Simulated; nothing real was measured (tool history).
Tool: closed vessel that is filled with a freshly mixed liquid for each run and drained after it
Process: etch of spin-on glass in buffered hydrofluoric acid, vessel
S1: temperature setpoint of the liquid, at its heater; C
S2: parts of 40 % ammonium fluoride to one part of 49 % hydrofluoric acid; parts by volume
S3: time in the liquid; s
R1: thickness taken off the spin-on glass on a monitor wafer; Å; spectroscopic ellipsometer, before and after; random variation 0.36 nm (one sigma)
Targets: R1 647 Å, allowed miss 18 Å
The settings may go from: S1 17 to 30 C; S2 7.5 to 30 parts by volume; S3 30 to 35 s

run	hour	S1	S2	S3	R1
1	0	22	22	35	254.8
2	4.4	24	18	35	338.05
3	10.9	26.5	18	35	387
4	19.7	26.5	18	35	385.57
5	21	27.5	15.5	35	471.47
6	27.4	27.5	15.5	35	474.54
7	31.2	28	14.5	35	520.03
8	35.7	28.5	14	35	551.57
9	36.6	30	11.5	35	718.82
10	37.5	29.5	11.5	35	701.37
11	41.4	29	11.5	35	680.36

5 next moves are on the table. One of them brings every result within its allowed miss. Which?
A	45.3	27	11.5	35	?
B	45.3	29	10.5	30	?
C	45.3	28.5	11	30	?
D	45.3	30	14	35	?
E	45.3	29	11	30	?

move	R1
A	615.92
B	641.52
C	597.13
D	595.8
E	613.13
A: takes the result that was furthest off past its target
B: meets every target
C: takes the result that was furthest off past its target
D: takes the result that was furthest off past its target
E: takes the result that was furthest off past its target
Answer: B
